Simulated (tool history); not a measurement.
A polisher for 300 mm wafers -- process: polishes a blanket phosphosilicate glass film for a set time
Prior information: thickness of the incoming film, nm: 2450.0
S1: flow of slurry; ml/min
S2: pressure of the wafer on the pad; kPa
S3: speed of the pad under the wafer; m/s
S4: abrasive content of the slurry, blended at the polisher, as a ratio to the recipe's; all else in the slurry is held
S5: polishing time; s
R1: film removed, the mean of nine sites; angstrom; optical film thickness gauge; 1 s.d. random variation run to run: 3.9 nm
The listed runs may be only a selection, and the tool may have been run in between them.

run    day   S1    S2    S3  S4  S5      R1
  1      0  305  15.9  0.82   1  30  1917.8
  2  0.104  305  17.2  0.82   1  30  2074.5
  3   0.15  305  18.6  0.82   1  30  2156.9
  4  0.517  340  18.6  0.82   1  30  2223.3
  5   0.55  340  14.5  0.82   1  30  1748.1
  6  0.842  340  14.5  0.82   1  26  1496.4

Run 7, settings as shown, results not yet in. Your forecast:
  7  1.025  340  16.5  0.84   1  26   ?

{"run 7": {"R1": 1698.7}}
